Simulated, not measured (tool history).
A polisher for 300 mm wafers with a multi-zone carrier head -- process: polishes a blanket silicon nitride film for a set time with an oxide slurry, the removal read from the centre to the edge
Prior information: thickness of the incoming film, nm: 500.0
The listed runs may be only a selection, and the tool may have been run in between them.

| run | hour | flow of slurry (ml/min) | pressure of the head's centre zone | pressure of the head's middle zone | pressure of the head's edge zone | abrasive content of the slurry | polishing time (s) | film removed at the wafer's centre (nm) | film removed at mid-radius (nm) | film removed at the wafer's edge (nm) |
|---|---|---|---|---|---|---|---|---|---|---|
| 1 | 0 | 220 | 1 | 1 | 1 | 1 | 63 | 49.623 | 49.351 | 49.833 |
| 2 | 7.4 | 205 | 0.95 | 0.95 | 0.96 | 0.85 | 54 | 35.148 | 36.396 | 37.08 |
| 3 | 9.9 | 205 | 0.95 | 0.95 | 0.96 | 0.85 | 68 | 44.195 | 45.096 | 47.341 |
| 4 | 15.2 | 195 | 0.93 | 0.9 | 0.92 | 0.75 | 61 | 35.946 | 34.658 | 36.944 |
| 5 | 20.4 | 160 | 0.93 | 0.9 | 0.92 | 0.75 | 61 | 34.176 | 34.205 | 36.554 |
| 6 | 26 | 150 | 0.89 | 0.87 | 0.89 | 0.65 | 58 | 27.27 | 26.941 | 29.387 |
| 7 | 31.2 | 150 | 0.89 | 0.87 | 0.89 | 0.65 | 58 | 27.269 | 27.59 | 29.736 |
| 8 | 33.3 | 145 | 0.86 | 0.85 | 0.87 | 0.6 | 58 | 23.818 | 24.503 | 26.788 |
| 9 | 39.3 | 150 | 0.85 | 0.84 | 0.85 | 0.6 | 58 | 23.743 | 24.338 | 26.648 |
| 10 | 44.2 | 150 | 0.84 | 0.84 | 0.84 | 0.6 | 58 | 23.351 | 24.658 | 26.491 |
| 11 | 45.5 | 145 | 0.84 | 0.81 | 0.82 | 0.5 | 56 | 17.464 | 17.571 | 19.928 |
| 12 | 47.1 | 145 | 0.85 | 0.84 | 0.85 | 0.5 | 55 | 17.871 | 17.84 | 19.815 |
| 13 | 49.7 | 205 | 0.82 | 0.94 | 0.95 | 0.7 | 55 | 26.696 | 30.864 | 31.868 |
| 14 | 58.6 | 195 | 0.82 | 0.9 | 0.9 | 0.7 | 55 | 26.58 | 29.377 | 31.34 |
| 15 | 64.4 | 185 | 0.82 | 0.88 | 0.87 | 0.65 | 55 | 24.194 | 27.073 | 28.441 |
| 16 | 68.3 | 180 | 0.83 | 0.86 | 0.85 | 0.65 | 55 | 24.419 | 26.634 | 27.97 |
| 17 | 70.7 | 180 | 0.83 | 0.86 | 0.85 | 0.65 | 55 | 24.524 | 26.433 | 27.767 |
| 18 | 78.9 | 170 | 0.83 | 0.84 | 0.84 | 0.65 | 55 | 24.394 | 25.697 | 27.934 |
| 19 | 86.7 | 165 | 0.83 | 0.84 | 0.83 | 0.65 | 55 | 24.18 | 26.138 | 27.469 |
| 20 | 94.9 | 165 | 0.83 | 0.83 | 0.83 | 0.65 | 55 | 24.171 | 25.415 | 27.663 |
| 21 | 96.6 | 160 | 0.83 | 0.83 | 0.82 | 0.65 | 55 | 24.33 | 25.109 | 27.17 |
| 22 | 97.5 | 145 | 0.81 | 0.82 | 0.81 | 0.5 | 53 | 16.241 | 17.028 | 18.813 |
| 23 | 103.7 | 200 | 0.82 | 0.83 | 0.83 | 0.5 | 53 | 16.865 | 17.791 | 19.256 |
| 24 | 108.9 | 190 | 0.85 | 0.88 | 0.9 | 0.5 | 53 | 17.244 | 18.594 | 19.854 |
| 25 | 115.4 | 250 | 0.95 | 0.97 | 1 | 0.7 | 53 | 30.49 | 31.259 | 31.879 |
| 26 | 117.4 | 245 | 0.91 | 0.92 | 0.95 | 0.65 | 53 | 26.602 | 28.065 | 28.84 |
| 27 | 122.8 | 215 | 0.89 | 0.89 | 0.92 | 0.65 | 53 | 26.376 | 26.66 | 28.019 |

Forecast run 28:
| 28 | 125.9 | 190 | 0.88 | 0.88 | 0.9 | 0.65 | 53 | ? | ? | ? |

{"run 28": {"film removed at the wafer's centre (nm)": 25.097, "film removed at mid-radius (nm)": 25.879, "film removed at the wafer's edge (nm)": 28.017}}
